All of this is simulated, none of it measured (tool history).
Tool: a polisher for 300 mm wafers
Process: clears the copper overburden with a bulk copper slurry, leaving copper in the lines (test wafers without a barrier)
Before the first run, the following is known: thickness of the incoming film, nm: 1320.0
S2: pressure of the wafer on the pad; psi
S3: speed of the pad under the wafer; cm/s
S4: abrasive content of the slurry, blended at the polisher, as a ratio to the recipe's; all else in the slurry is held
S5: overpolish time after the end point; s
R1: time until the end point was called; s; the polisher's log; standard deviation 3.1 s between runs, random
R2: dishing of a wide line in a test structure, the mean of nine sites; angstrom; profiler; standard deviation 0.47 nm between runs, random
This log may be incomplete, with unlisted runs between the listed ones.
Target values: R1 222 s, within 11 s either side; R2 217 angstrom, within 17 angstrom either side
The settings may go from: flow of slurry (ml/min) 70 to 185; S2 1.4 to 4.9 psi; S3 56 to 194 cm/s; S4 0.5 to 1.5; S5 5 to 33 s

Run 1, day 0: flow of slurry (ml/min) 120, S2 3.1 psi, S3 124 cm/s, S4 1, S5 17 s. Result: R1 121.16 s, R2 793.11 angstrom.
Run 2, day 0.288: flow of slurry (ml/min) 120, S2 3.4 psi, S3 124 cm/s, S4 1, S5 17 s. Result: R1 113.64 s, R2 819.97 angstrom.
Run 3, day 0.383: flow of slurry (ml/min) 120, S2 3.4 psi, S3 144 cm/s, S4 1, S5 17 s. Result: R1 100.22 s, R2 879.23 angstrom.
Run 4, day 0.708: flow of slurry (ml/min) 110, S2 2.9 psi, S3 138 cm/s, S4 0.9, S5 14 s. Result: R1 127.08 s, R2 662.21 angstrom.
Run 5, day 0.75: flow of slurry (ml/min) 100, S2 2.5 psi, S3 140 cm/s, S4 0.8, S5 12 s. Result: R1 146.93 s, R2 536.26 angstrom.
Run 6, day 0.975: flow of slurry (ml/min) 95, S2 2.2 psi, S3 140 cm/s, S4 0.75, S5 10 s. Result: R1 172.27 s, R2 417.18 angstrom.
Run 7, day 1.183: flow of slurry (ml/min) 90, S2 2 psi, S3 144 cm/s, S4 0.7, S5 9 s. Result: R1 188.2 s, R2 346.99 angstrom.
Run 8, day 1.55: flow of slurry (ml/min) 85, S2 1.9 psi, S3 150 cm/s, S4 0.65, S5 8 s. Result: R1 194 s, R2 310.43 angstrom.
Run 9, day 1.717: flow of slurry (ml/min) 80, S2 1.8 psi, S3 154 cm/s, S4 0.6, S5 7 s. Result: R1 201.87 s, R2 269.91 angstrom.
Run 10, day 1.775: flow of slurry (ml/min) 80, S2 1.7 psi, S3 156 cm/s, S4 0.6, S5 7 s. Result: R1 207.72 s, R2 256.64 angstrom.
Run 11, day 1.867: flow of slurry (ml/min) 80, S2 1.7 psi, S3 158 cm/s, S4 0.6, S5 7 s. Result: R1 208 s, R2 256.34 angstrom.
Run 12, day 1.988: flow of slurry (ml/min) 80, S2 1.7 psi, S3 160 cm/s, S4 0.6, S5 7 s. Result: R1 209.21 s, R2 271.91 angstrom.
Run 13, day 2.325: flow of slurry (ml/min) 80, S2 1.7 psi, S3 160 cm/s, S4 0.6, S5 7 s. Result: R1 212.46 s, R2 255.48 angstrom.
Run 14, day 2.671: flow of slurry (ml/min) 80, S2 1.7 psi, S3 162 cm/s, S4 0.6, S5 7 s. Result: R1 203.46 s, R2 258.22 angstrom.
Run 15, day 2.912: flow of slurry (ml/min) 80, S2 1.6 psi, S3 164 cm/s, S4 0.6, S5 7 s. Result: R1 212.7 s, R2 244.47 angstrom.
Run 16, day 3.225: flow of slurry (ml/min) 80, S2 1.6 psi, S3 166 cm/s, S4 0.6, S5 7 s. Result: R1 208.81 s, R2 257.42 angstrom.

4 candidate next runs follow, results not yet known. Just one meets every target within its allowed miss. Identify it.
Run A, day 3.538: flow of slurry (ml/min) 75, S2 1.5 psi, S3 192 cm/s, S4 0.6, S5 5 s. Result: R1 ?, R2 ?.
Run B, day 3.538: flow of slurry (ml/min) 70, S2 1.4 psi, S3 192 cm/s, S4 0.55, S5 6 s. Result: R1 ?, R2 ?.
Run C, day 3.538: flow of slurry (ml/min) 70, S2 1.5 psi, S3 172 cm/s, S4 0.6, S5 5 s. Result: R1 ?, R2 ?.
Run D, day 3.538: flow of slurry (ml/min) 70, S2 1.7 psi, S3 182 cm/s, S4 0.65, S5 5 s. Result: R1 ?, R2 ?.

move      R1      R2
   A  203.43  196.87
   B  221.78     213
   C  225.04  180.09
   D  189.47  211.12
A: the result that was furthest off in the last run now lies on the other side of its target
B: every result lands within tolerance
C: the result that was furthest off in the last run now lies on the other side of its target
D: puts the biggest miss on target and leaves a different result outside tolerance
The move that meets every target is B.

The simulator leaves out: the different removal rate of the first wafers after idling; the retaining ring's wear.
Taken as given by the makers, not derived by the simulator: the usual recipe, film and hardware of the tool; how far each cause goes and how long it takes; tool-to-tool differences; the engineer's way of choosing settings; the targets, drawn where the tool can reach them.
